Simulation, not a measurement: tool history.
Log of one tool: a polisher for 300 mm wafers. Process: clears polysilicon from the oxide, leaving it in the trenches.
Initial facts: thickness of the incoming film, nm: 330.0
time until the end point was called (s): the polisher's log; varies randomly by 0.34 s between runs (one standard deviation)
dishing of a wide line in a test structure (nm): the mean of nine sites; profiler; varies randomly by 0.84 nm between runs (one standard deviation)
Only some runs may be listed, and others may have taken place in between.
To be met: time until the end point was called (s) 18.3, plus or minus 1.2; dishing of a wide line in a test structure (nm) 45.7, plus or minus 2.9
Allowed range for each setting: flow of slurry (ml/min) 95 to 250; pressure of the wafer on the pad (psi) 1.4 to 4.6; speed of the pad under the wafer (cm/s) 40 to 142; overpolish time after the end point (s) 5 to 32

| run | hour | flow of slurry (ml/min) | pressure of the wafer on the pad (psi) | speed of the pad under the wafer (cm/s) | overpolish time after the end point (s) | time until the end point was called (s) | dishing of a wide line in a test structure (nm) |
|---|---|---|---|---|---|---|---|
| 1 | 0 | 160 | 3 | 90 | 16 | 26.041 | 55.542 |
| 2 | 3.7 | 160 | 3 | 90 | 10 | 26.069 | 50.43 |
| 3 | 7 | 160 | 3 | 90 | 13 | 25.314 | 53.63 |
| 4 | 12.2 | 195 | 3 | 90 | 13 | 24.662 | 53.529 |
| 5 | 13.1 | 190 | 3.2 | 90 | 12 | 22.456 | 52.741 |
| 6 | 16.4 | 190 | 3.3 | 88 | 11 | 23.45 | 51.94 |
| 7 | 23.2 | 190 | 3.5 | 88 | 10 | 21.78 | 53.892 |
| 8 | 27.1 | 195 | 3.3 | 94 | 9 | 20.67 | 54.317 |
| 9 | 35.2 | 205 | 3.5 | 90 | 8 | 20.101 | 49.72 |
|  | 38.8 | slurry nozzle cleaned |
| 10 | 38.8 | 210 | 3.5 | 90 | 7 | 19.912 | 49.621 |
| 11 | 43.4 | 215 | 3.5 | 88 | 7 | 20.621 | 52.096 |
| 12 | 45.9 | 195 | 3.6 | 88 | 7 | 19.783 | 50.141 |

Which single option among these 4 for the next run brings every result within its allowed miss of target? Just one does.
| A | 48.4 | 175 | 3 | 102 | 15 | ? | ? |
| B | 48.4 | 145 | 4 | 88 | 5 | ? | ? |
| C | 48.4 | 210 | 3.5 | 100 | 21 | ? | ? |
| D | 48.4 | 230 | 3.2 | 96 | 15 | ? | ? |

| move | time until the end point was called (s) | dishing of a wide line in a test structure (nm) |
|---|---|---|
| A | 20.799 | 55.18 |
| B | 18.762 | 44.705 |
| C | 17.775 | 55.855 |
| D | 19.952 | 55.302 |
A: moves away from the targets compared with the last run
B: hits every target within its allowed miss
C: moves away from the targets compared with the last run
D: moves away from the targets compared with the last run
B is the move that brings every result within its allowed miss.
